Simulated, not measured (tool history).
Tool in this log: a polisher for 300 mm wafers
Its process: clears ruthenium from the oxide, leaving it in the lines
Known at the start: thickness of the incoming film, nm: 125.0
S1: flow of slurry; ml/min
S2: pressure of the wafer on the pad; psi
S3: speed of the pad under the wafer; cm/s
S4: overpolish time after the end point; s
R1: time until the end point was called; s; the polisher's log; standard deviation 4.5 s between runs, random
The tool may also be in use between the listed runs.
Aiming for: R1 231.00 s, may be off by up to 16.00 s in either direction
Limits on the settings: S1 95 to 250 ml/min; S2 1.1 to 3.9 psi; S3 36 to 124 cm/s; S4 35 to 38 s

Run 1, hour 0.0: S1 160 ml/min, S2 2.5 psi, S3 80 cm/s, S4 35 s. Result: R1 125.20 s.
Run 2, hour 4.5: S1 160 ml/min, S2 2.5 psi, S3 80 cm/s, S4 38 s. Result: R1 127.57 s.
Run 3, hour 8.4: S1 160 ml/min, S2 2.8 psi, S3 80 cm/s, S4 38 s. Result: R1 111.02 s.
Run 4, hour 9.3: S1 160 ml/min, S2 2.8 psi, S3 80 cm/s, S4 35 s. Result: R1 107.17 s.
Run 5, hour 16.9: S1 160 ml/min, S2 2.4 psi, S3 78 cm/s, S4 35 s. Result: R1 129.25 s.
Run 6, hour 22.4: S1 125 ml/min, S2 2.4 psi, S3 78 cm/s, S4 35 s. Result: R1 132.49 s.
Run 7, hour 23.0: S1 125 ml/min, S2 1.7 psi, S3 70 cm/s, S4 35 s. Result: R1 203.98 s.
Run 8, hour 27.0: S1 125 ml/min, S2 1.6 psi, S3 70 cm/s, S4 35 s. Result: R1 204.56 s.

Which of these 4 next moves meets every target?
Run A, hour 31.0: S1 125 ml/min, S2 1.3 psi, S3 78 cm/s, S4 35 s. Result: R1 ?.
Run B, hour 31.0: S1 140 ml/min, S2 2.2 psi, S3 62 cm/s, S4 38 s. Result: R1 ?.
Run C, hour 31.0: S1 100 ml/min, S2 1.6 psi, S3 78 cm/s, S4 38 s. Result: R1 ?.
Run D, hour 31.0: S1 145 ml/min, S2 1.8 psi, S3 58 cm/s, S4 35 s. Result: R1 ?.

move      R1
   A  225.34
   B  164.62
   C  196.98
   D  204.33
A: all results land within tolerance of their targets
B: the biggest miss grows against the last run
C: the biggest miss grows against the last run
D: about as far from the targets as the last run
Move A is the one to make.
